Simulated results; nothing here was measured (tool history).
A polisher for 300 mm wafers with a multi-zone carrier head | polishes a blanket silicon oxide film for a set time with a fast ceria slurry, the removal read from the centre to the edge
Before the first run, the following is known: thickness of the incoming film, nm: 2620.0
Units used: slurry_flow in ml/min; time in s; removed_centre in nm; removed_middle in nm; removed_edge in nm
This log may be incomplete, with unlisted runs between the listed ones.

Run 1, hour 0.0: slurry_flow 245 ml/min, centre_zone 1.00, middle_zone 1.00, edge_zone 1.00, time 36 s. Result: removed_centre 454.13 nm, removed_middle 471.07 nm, removed_edge 487.14 nm.
Run 2, hour 8.3: slurry_flow 245 ml/min, centre_zone 1.00, middle_zone 0.93, edge_zone 1.00, time 36 s. Result: removed_centre 462.74 nm, removed_middle 441.62 nm, removed_edge 478.46 nm.
Run 3, hour 13.8: slurry_flow 275 ml/min, centre_zone 1.00, middle_zone 0.93, edge_zone 1.00, time 36 s. Result: removed_centre 464.85 nm, removed_middle 452.10 nm, removed_edge 499.43 nm.
Run 4, hour 16.9: slurry_flow 285 ml/min, centre_zone 1.02, middle_zone 0.94, edge_zone 1.00, time 36 s. Result: removed_centre 477.24 nm, removed_middle 456.89 nm, removed_edge 489.57 nm.
Run 5, hour 25.6: slurry_flow 285 ml/min, centre_zone 1.02, middle_zone 0.94, edge_zone 1.08, time 36 s. Result: removed_centre 480.33 nm, removed_middle 449.07 nm, removed_edge 504.32 nm.
Run 6, hour 26.8: slurry_flow 285 ml/min, centre_zone 1.02, middle_zone 0.88, edge_zone 1.08, time 36 s. Result: removed_centre 479.36 nm, removed_middle 432.38 nm, removed_edge 502.32 nm.
Run 7, hour 33.7: slurry_flow 290 ml/min, centre_zone 1.03, middle_zone 0.90, edge_zone 1.08, time 36 s. Result: removed_centre 488.52 nm, removed_middle 441.02 nm, removed_edge 512.23 nm.
Run 8, hour 37.2: slurry_flow 295 ml/min, centre_zone 1.04, middle_zone 0.92, edge_zone 1.08, time 36 s. Result: removed_centre 484.24 nm, removed_middle 449.14 nm, removed_edge 518.16 nm.
Run 9, hour 42.8: slurry_flow 295 ml/min, centre_zone 1.06, middle_zone 0.93, edge_zone 1.06, time 36 s. Result: removed_centre 499.61 nm, removed_middle 455.29 nm, removed_edge 499.39 nm.
Run 10, hour 46.9: slurry_flow 295 ml/min, centre_zone 1.06, middle_zone 0.93, edge_zone 1.06, time 36 s. Result: removed_centre 491.98 nm, removed_middle 454.29 nm, removed_edge 504.70 nm.

Run 11 is up next; what results do you expect?
Run 11, hour 55.3: slurry_flow 300 ml/min, centre_zone 1.07, middle_zone 0.94, edge_zone 1.07, time 36 s. Result: removed_centre ?, removed_middle ?, removed_edge ?.

removed_centre: 502.76 nm
removed_middle: 456.39 nm
removed_edge: 505.58 nm

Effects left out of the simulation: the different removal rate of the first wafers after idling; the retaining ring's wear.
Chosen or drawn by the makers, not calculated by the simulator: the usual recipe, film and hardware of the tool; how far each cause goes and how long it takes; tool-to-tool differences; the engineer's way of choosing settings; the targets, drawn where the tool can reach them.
